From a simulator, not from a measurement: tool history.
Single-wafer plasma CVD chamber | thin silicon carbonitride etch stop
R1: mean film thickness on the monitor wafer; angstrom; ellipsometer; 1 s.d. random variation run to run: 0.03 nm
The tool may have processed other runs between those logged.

run 1 hour=0 | RF_power_(W)=165 deposition_time_(s)=21.4 | R1=129.25
run 2 hour=8.4 | RF_power_(W)=155 deposition_time_(s)=21.4 | R1=127.86
run 3 hour=9.4 | RF_power_(W)=135 deposition_time_(s)=21.4 | R1=123.44
run 4 hour=16.2 | RF_power_(W)=145 deposition_time_(s)=22.2 | R1=130.19
run 5 hour=21.5 | RF_power_(W)=150 deposition_time_(s)=22.7 | R1=133.87
run 6 hour=27.3 | RF_power_(W)=155 deposition_time_(s)=23.1 | R1=137.37
run 7 hour=32.8 | RF_power_(W)=160 deposition_time_(s)=23.4 | R1=140.15
run 8 hour=37.1 | RF_power_(W)=165 deposition_time_(s)=23.7 | R1=142.87
run 9 hour=41.9 | RF_power_(W)=170 deposition_time_(s)=23.9 | R1=145.47
run 10 hour=43.4 | RF_power_(W)=170 deposition_time_(s)=24 | R1=146.17

What does the tool deliver on the next run?
run 11 hour=48.9 | RF_power_(W)=170 deposition_time_(s)=24.1 | R1=?

Logged for run 11: R1 146.68 angstrom.
